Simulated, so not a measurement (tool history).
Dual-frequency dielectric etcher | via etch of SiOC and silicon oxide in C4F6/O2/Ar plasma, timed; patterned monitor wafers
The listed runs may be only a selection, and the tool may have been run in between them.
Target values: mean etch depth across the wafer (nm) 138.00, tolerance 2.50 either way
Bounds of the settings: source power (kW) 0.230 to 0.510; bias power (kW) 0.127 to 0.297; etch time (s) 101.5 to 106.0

| run | hour | source power (kW) | bias power (kW) | etch time (s) | mean etch depth across the wafer (nm) |
|---|---|---|---|---|---|
| 1 | 0.0 | 0.370 | 0.212 | 101.5 | 129.43 |
| 2 | 3.6 | 0.330 | 0.212 | 101.5 | 121.82 |
| 3 | 5.9 | 0.350 | 0.213 | 101.5 | 125.80 |
| 4 | 10.2 | 0.360 | 0.214 | 101.5 | 127.33 |
| 5 | 15.0 | 0.370 | 0.215 | 101.5 | 129.36 |
| 6 | 18.5 | 0.380 | 0.216 | 101.5 | 131.31 |
| 7 | 19.2 | 0.390 | 0.217 | 101.5 | 134.16 |
|  | 20.0 | source power generator calibrated |
| 8 | 20.0 | 0.400 | 0.218 | 101.5 | 133.43 |
| 9 | 21.1 | 0.410 | 0.219 | 101.5 | 134.70 |
| 10 | 26.7 | 0.410 | 0.220 | 101.5 | 134.93 |
| 11 | 33.2 | 0.410 | 0.221 | 101.5 | 135.04 |

Consider the 5 candidate settings below. Which is the only one whose results all fall within their allowed miss of target?
| A | 39.7 | 0.400 | 0.216 | 105.5 | ? |
| B | 39.7 | 0.370 | 0.231 | 103.5 | ? |
| C | 39.7 | 0.440 | 0.222 | 105.0 | ? |
| D | 39.7 | 0.380 | 0.233 | 101.5 | ? |
| E | 39.7 | 0.410 | 0.203 | 102.0 | ? |

| move | mean etch depth across the wafer (nm) |
|---|---|
| A | 137.23 |
| B | 132.99 |
| C | 144.77 |
| D | 132.67 |
| E | 131.01 |
A: every result lands within tolerance
B: misses by more than the last run did
C: takes the biggest miss from the last run beyond its target
D: misses by more than the last run did
E: misses by more than the last run did
The right move is A.
